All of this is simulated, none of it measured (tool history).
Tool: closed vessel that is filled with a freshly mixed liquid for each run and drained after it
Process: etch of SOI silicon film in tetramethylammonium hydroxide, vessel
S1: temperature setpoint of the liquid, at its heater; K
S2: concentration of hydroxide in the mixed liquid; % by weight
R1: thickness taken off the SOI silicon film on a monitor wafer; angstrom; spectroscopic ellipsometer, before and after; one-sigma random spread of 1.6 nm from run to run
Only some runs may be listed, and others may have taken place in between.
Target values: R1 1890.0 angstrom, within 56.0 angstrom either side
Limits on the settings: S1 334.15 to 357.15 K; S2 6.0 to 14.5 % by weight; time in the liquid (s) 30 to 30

Run 1, hour 0.0: S1 347.15 K, S2 9.5 % by weight, time in the liquid (s) 30. Result: R1 2699.4 angstrom.
Run 2, hour 1.7: S1 351.65 K, S2 9.5 % by weight, time in the liquid (s) 30. Result: R1 3484.4 angstrom.
Run 3, hour 8.4: S1 349.15 K, S2 9.5 % by weight, time in the liquid (s) 30. Result: R1 3033.2 angstrom.
Run 4, hour 11.9: S1 347.15 K, S2 9.5 % by weight, time in the liquid (s) 30. Result: R1 2671.1 angstrom.
Run 5, hour 13.1: S1 345.65 K, S2 9.5 % by weight, time in the liquid (s) 30. Result: R1 2405.9 angstrom.
Run 6, hour 21.5: S1 344.65 K, S2 9.5 % by weight, time in the liquid (s) 30. Result: R1 2345.3 angstrom.
Run 7, hour 23.6: S1 343.65 K, S2 9.5 % by weight, time in the liquid (s) 30. Result: R1 2186.2 angstrom.
At hour 28.3: hydroxide flow meter replaced.
Run 8, hour 28.3: S1 343.15 K, S2 9.5 % by weight, time in the liquid (s) 30. Result: R1 2047.0 angstrom.

4 candidate next runs follow, results not yet known. Just one meets every target within its allowed miss. Identify it.
Run A, hour 33.0: S1 344.15 K, S2 12.0 % by weight, time in the liquid (s) 30. Result: R1 ?.
Run B, hour 33.0: S1 341.15 K, S2 11.0 % by weight, time in the liquid (s) 30. Result: R1 ?.
Run C, hour 33.0: S1 340.65 K, S2 9.5 % by weight, time in the liquid (s) 30. Result: R1 ?.
Run D, hour 33.0: S1 343.15 K, S2 11.5 % by weight, time in the liquid (s) 30. Result: R1 ?.

move      R1
   A  1977.4
   B  1713.3
   C  1753.7
   D  1896.5
A: moves toward the targets from the last run without getting all of them in spec
B: takes the biggest miss from the last run beyond its target
C: takes the biggest miss from the last run beyond its target
D: all results land within tolerance of their targets
Correct choice: D, which meets every target
